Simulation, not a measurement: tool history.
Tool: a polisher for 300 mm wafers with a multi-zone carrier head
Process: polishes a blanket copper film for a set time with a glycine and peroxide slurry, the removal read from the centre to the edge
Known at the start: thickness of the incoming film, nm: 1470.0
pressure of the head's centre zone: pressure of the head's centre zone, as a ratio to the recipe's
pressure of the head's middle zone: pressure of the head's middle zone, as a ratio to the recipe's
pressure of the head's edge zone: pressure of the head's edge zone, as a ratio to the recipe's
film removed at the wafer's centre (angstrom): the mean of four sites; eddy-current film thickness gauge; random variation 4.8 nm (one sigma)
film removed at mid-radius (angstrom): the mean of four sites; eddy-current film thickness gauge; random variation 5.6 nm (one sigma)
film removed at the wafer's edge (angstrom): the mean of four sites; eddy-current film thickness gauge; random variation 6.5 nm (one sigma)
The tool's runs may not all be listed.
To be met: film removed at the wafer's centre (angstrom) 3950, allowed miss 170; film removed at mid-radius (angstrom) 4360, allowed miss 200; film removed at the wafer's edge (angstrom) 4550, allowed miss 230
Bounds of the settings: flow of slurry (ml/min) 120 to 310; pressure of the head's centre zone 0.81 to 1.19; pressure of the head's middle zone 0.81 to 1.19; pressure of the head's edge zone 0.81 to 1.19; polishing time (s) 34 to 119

run	hour	flow of slurry (ml/min)	pressure of the head's centre zone	pressure of the head's middle zone	pressure of the head's edge zone	polishing time (s)	film removed at the wafer's centre (angstrom)	film removed at mid-radius (angstrom)	film removed at the wafer's edge (angstrom)
1	0	200	1	1	1	76	3550.4	3120.7	3063.4
2	6.8	200	1	1	0.96	76	3589.7	3225.9	3069.2
3	14	200	1	1	0.96	90	4210.6	3738.9	3544.3
4	18.6	200	0.97	1.01	0.99	92	4140.9	3722.7	3648.1
5	26.9	200	0.89	1.01	0.99	92	3833.3	3886.2	3704.6
6	30.7	200	0.89	1.06	0.99	92	3877.1	4059.5	3741.8
7	33.2	200	0.88	1.06	1.02	93	3875.9	4090.7	3869
8	34.3	200	0.87	1.06	1.04	94	3774.2	3954.3	3838
9	39.7	200	0.86	1.07	1.05	96	3844.3	4170.9	4040.7
10	46.8	200	0.86	1.07	1.06	97	3846.7	4250.7	4004.3
11	53.9	200	0.85	1.06	1.07	99	3962.8	4271.2	4115
12	57	195	0.84	1.06	1.09	100	3902.7	4286.4	4238.5
13	57.7	195	0.84	1.06	1.1	101	3972.4	4407.1	4169.8

4 next moves are on the table. One of them brings every result within its allowed miss. Which?
A	58.4	230	0.83	1.04	1.19	101	?	?	?
B	58.4	120	1.01	1.19	1	96	?	?	?
C	58.4	150	0.85	1.1	1.04	103	?	?	?
D	58.4	120	0.89	1.19	1.05	102	?	?	?

move	film removed at the wafer's centre (angstrom)	film removed at mid-radius (angstrom)	film removed at the wafer's edge (angstrom)
A	3988.2	4473.8	4669.8
B	4003.7	4205.4	3706
C	3842.8	4454.1	4214.9
D	3748.9	4471	4032.7
A: meets every target
B: further off than the last run
C: nearer than the last run, and not there yet
D: further off than the last run
Answer: A
